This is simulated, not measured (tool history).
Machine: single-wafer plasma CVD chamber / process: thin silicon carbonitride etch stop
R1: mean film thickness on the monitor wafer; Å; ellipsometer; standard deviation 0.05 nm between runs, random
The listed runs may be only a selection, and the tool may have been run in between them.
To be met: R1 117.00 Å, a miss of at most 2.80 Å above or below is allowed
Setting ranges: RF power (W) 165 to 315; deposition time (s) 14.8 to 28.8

run 1 day=0.000 | RF_power_(W)=240 deposition_time_(s)=21.8 | R1=130.42
run 2 day=0.321 | RF_power_(W)=235 deposition_time_(s)=21.6 | R1=129.22
run 3 day=0.379 | RF_power_(W)=235 deposition_time_(s)=23.2 | R1=139.43
run 4 day=0.746 | RF_power_(W)=235 deposition_time_(s)=21.9 | R1=130.55
run 5 day=0.929 | RF_power_(W)=235 deposition_time_(s)=24.6 | R1=146.74
run 6 day=1.050 | RF_power_(W)=235 deposition_time_(s)=21.6 | R1=128.57
run 7 day=1.171 | RF_power_(W)=230 deposition_time_(s)=21.4 | R1=126.44
run 8 day=1.204 | RF_power_(W)=225 deposition_time_(s)=21.3 | R1=125.20

Exercise: of the 4 proposed moves below, exactly one satisfies all targets within the stated allowed misses. Which move is it?
run A day=1.238 | RF_power_(W)=185 deposition_time_(s)=20.5 | R1=?
run B day=1.238 | RF_power_(W)=240 deposition_time_(s)=18.5 | R1=?
run C day=1.238 | RF_power_(W)=225 deposition_time_(s)=18.5 | R1=?
run D day=1.238 | RF_power_(W)=220 deposition_time_(s)=19.9 | R1=?

move=A R1=111.50
move=B R1=111.90
move=C R1=109.09
move=D R1=116.29
A: moves the result that the last run missed by most past its target, out the other side
B: moves the result that the last run missed by most past its target, out the other side
C: moves the result that the last run missed by most past its target, out the other side
D: hits every target within its allowed miss
D meets every target.
